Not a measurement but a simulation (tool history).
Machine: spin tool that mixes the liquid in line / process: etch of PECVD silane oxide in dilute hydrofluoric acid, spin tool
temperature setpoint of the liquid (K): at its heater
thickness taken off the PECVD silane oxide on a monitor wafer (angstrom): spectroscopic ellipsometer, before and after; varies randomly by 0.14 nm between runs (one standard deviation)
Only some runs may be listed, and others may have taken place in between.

run,day,temperature setpoint of the liquid (K),parts of water to one part of 49 % hydrofluoric acid (parts by volume),time under the liquid (s),thickness taken off the PECVD silane oxide on a monitor wafer (angstrom)
1,0.000,293.15,65,50,322.95
2,0.292,293.15,45,50,480.10
3,0.375,293.15,45,55,525.78
4,0.617,292.15,45,55,503.50
5,0.896,291.65,45,55,495.16
6,0.921,291.65,30,55,756.33
7,0.979,291.65,30,55,753.65
8,1.338,291.15,35,55,630.92

Run 9 has not been measured yet. What should we expect?
9,1.662,291.15,35,55,?

Run 9 measured thickness taken off the PECVD silane oxide on a monitor wafer (angstrom) 626.04.
